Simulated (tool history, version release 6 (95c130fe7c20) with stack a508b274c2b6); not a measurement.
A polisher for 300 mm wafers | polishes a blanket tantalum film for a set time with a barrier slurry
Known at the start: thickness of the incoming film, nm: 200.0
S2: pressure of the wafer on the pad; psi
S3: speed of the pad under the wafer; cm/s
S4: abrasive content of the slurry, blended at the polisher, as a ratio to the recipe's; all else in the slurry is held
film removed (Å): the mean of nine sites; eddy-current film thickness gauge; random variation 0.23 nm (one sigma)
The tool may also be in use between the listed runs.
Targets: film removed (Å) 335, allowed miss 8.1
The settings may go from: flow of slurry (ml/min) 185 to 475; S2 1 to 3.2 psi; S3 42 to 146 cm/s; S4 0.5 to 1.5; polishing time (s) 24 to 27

run 1 day=0 | flow_of_slurry_(ml/min)=305 S2=2.1 S3=94 S4=1 polishing_time_(s)=27 | film_removed_(Å)=388.94
run 2 day=0.371 | flow_of_slurry_(ml/min)=305 S2=2.1 S3=76 S4=1 polishing_time_(s)=27 | film_removed_(Å)=317.3
run 3 day=0.533 | flow_of_slurry_(ml/min)=305 S2=2.1 S3=76 S4=0.8 polishing_time_(s)=27 | film_removed_(Å)=285.96
run 4 day=0.621 | flow_of_slurry_(ml/min)=310 S2=2.3 S3=76 S4=0.8 polishing_time_(s)=27 | film_removed_(Å)=304.34
run 5 day=0.704 | flow_of_slurry_(ml/min)=310 S2=2.3 S3=86 S4=0.8 polishing_time_(s)=27 | film_removed_(Å)=346.12
run 6 day=0.9 | flow_of_slurry_(ml/min)=310 S2=2.3 S3=64 S4=0.8 polishing_time_(s)=27 | film_removed_(Å)=255.52
run 7 day=1.271 | flow_of_slurry_(ml/min)=310 S2=2.4 S3=64 S4=0.8 polishing_time_(s)=27 | film_removed_(Å)=264.91
run 8 day=1.621 | flow_of_slurry_(ml/min)=310 S2=2.5 S3=64 S4=0.8 polishing_time_(s)=27 | film_removed_(Å)=274.12
run 9 day=1.842 | flow_of_slurry_(ml/min)=310 S2=2.6 S3=64 S4=0.8 polishing_time_(s)=27 | film_removed_(Å)=284.11
run 10 day=2.212 | flow_of_slurry_(ml/min)=310 S2=2.9 S3=64 S4=0.8 polishing_time_(s)=27 | film_removed_(Å)=299.2

Which of these 4 next moves meets every target?
run A day=2.583 | flow_of_slurry_(ml/min)=440 S2=2.3 S3=62 S4=0.9 polishing_time_(s)=25 | film_removed_(Å)=?
run B day=2.583 | flow_of_slurry_(ml/min)=475 S2=3.1 S3=54 S4=0.95 polishing_time_(s)=24 | film_removed_(Å)=?
run C day=2.583 | flow_of_slurry_(ml/min)=300 S2=3 S3=66 S4=0.8 polishing_time_(s)=27 | film_removed_(Å)=?
run D day=2.583 | flow_of_slurry_(ml/min)=280 S2=3 S3=76 S4=0.9 polishing_time_(s)=24 | film_removed_(Å)=?

move=A film_removed_(Å)=249.24
move=B film_removed_(Å)=261.88
move=C film_removed_(Å)=313.97
move=D film_removed_(Å)=334.9
A: further off than the last run
B: further off than the last run
C: nearer than the last run, and not there yet
D: meets every target
Move D is the one to make.
